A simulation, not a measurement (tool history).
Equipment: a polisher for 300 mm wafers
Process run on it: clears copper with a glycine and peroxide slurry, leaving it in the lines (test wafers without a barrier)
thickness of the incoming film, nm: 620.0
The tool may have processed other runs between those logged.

run  hour  flow of slurry (ml/min)  pressure of the wafer on the pad (psi)  speed of the pad under the wafer (m/s)  overpolish time after the end point (s)  time until the end point was called (s)  dishing of a wide line in a test structure (angstrom)
  1     0                      290                                     2.9                                    1.14                                       25                                   98.052                                                 784.23
  2   5.5                      290                                     2.9                                    1.02                                       25                                   106.54                                                 724.89
  3   7.1                      290                                     2.9                                    1.02                                       29                                   108.16                                                 807.72
  4  11.6                      290                                     2.6                                    1.02                                       29                                   121.86                                                 759.11
  5  18.6                      290                                     2.8                                    1.02                                       23                                   113.77                                                 673.77
  6  23.4                      290                                     2.3                                    1.02                                       23                                   130.76                                                 576.52
  7  24.8                      290                                     2.5                                    1.04                                       19                                   119.32                                                 549.58
  8  26.5                      290                                     2.7                                    1.06                                       16                                   113.95                                                 511.48
  9  30.5                      290                                     2.9                                    1.08                                       15                                   100.56                                                 515.18

Estimate the outcome of run 10 from the log above:
 10  35.9                      290                                     2.9                                    1.08                                       15                                        ?                                                      ?

time until the end point was called (s): 102.35
dishing of a wide line in a test structure (angstrom): 540.73
